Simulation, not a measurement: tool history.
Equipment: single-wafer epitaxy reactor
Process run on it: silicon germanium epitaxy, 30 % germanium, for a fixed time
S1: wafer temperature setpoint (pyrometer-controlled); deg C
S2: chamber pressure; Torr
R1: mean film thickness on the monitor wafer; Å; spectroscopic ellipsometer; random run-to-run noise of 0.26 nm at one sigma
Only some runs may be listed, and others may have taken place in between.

{"run": 1, "hour": 0.0, "S1": 610, "S2": 19, "R1": 738.92}
{"run": 2, "hour": 8.8, "S1": 615, "S2": 19, "R1": 808.76}
{"run": 3, "hour": 15.8, "S1": 615, "S2": 20.2, "R1": 829.72}
{"run": 4, "hour": 20.9, "S1": 618, "S2": 20.2, "R1": 873.69}
{"run": 5, "hour": 26.8, "S1": 620, "S2": 20.2, "R1": 908.27}
{"run": 6, "hour": 28.3, "S1": 621, "S2": 20.2, "R1": 918.52}
{"hour": 35.0, "done": "pyrometer calibrated"}
{"run": 7, "hour": 35.0, "S1": 622, "S2": 20.2, "R1": 870.56}

What will run 8 give?
{"run": 8, "hour": 37.0, "S1": 626, "S2": 20.4, "R1": "?"}

R1: 943.02 Å
